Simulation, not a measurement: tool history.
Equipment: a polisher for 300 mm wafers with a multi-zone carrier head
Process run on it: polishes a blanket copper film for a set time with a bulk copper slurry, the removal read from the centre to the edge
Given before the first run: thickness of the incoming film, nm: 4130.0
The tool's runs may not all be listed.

run,hour,flow of slurry (ml/min),pressure of the head's centre zone,pressure of the head's middle zone,pressure of the head's edge zone,abrasive content of the slurry,polishing time (s),film removed at the wafer's centre (Å),film removed at mid-radius (Å),film removed at the wafer's edge (Å)
1,0.0,180,1.00,1.00,1.00,1.00,65,7732.2,8057.7,7708.3
2,0.8,180,1.00,1.00,1.00,0.80,65,7171.7,7391.3,7212.6
3,2.3,175,1.00,0.98,0.98,0.75,62,6712.6,6716.0,6713.1
4,3.0,175,1.00,0.97,0.96,0.70,59,6174.9,6220.8,6101.6
5,9.5,175,1.00,0.97,0.96,0.70,53,5555.2,5594.0,5561.4
6,18.0,170,1.01,0.95,0.94,0.70,52,5480.9,5388.1,5273.8

Run 7 comes next. What will it give?
7,26.4,165,1.01,0.93,0.94,0.70,51,?,?,?

Run 7 came out at film removed at the wafer's centre (Å) 5273.6, film removed at mid-radius (Å) 5234.5, film removed at the wafer's edge (Å) 5257.9.
